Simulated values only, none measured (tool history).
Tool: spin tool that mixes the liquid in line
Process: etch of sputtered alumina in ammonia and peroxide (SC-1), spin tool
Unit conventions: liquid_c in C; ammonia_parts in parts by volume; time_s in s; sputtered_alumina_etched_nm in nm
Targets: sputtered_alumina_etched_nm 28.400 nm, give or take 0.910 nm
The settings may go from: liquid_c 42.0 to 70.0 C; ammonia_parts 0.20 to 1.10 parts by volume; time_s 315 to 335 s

| run | hour | liquid_c | ammonia_parts | time_s | sputtered_alumina_etched_nm |
|---|---|---|---|---|---|
| 1 | 0.0 | 58.0 | 0.60 | 315 | 20.312 |
| 2 | 7.6 | 58.0 | 0.60 | 335 | 21.651 |
| 3 | 10.7 | 59.5 | 0.60 | 335 | 23.440 |
| 4 | 13.5 | 59.5 | 0.65 | 335 | 23.659 |
| 5 | 15.3 | 59.5 | 0.45 | 335 | 22.417 |
| 6 | 18.8 | 61.0 | 0.45 | 335 | 24.519 |
| 7 | 20.8 | 62.0 | 0.45 | 335 | 25.169 |
| 8 | 24.9 | 63.0 | 0.45 | 335 | 27.027 |

Which single option among these 4 for the next run brings every result within its allowed miss of target? Just one does.
| A | 29.0 | 66.0 | 0.45 | 335 | ? |
| B | 29.0 | 67.0 | 0.20 | 335 | ? |
| C | 29.0 | 65.5 | 0.45 | 335 | ? |
| D | 29.0 | 64.0 | 0.45 | 330 | ? |

| move | sputtered_alumina_etched_nm |
|---|---|
| A | 31.660 |
| B | 30.801 |
| C | 30.888 |
| D | 28.240 |
A: takes the biggest miss from the last run beyond its target
B: takes the biggest miss from the last run beyond its target
C: takes the biggest miss from the last run beyond its target
D: every result lands within tolerance
The right move is D.

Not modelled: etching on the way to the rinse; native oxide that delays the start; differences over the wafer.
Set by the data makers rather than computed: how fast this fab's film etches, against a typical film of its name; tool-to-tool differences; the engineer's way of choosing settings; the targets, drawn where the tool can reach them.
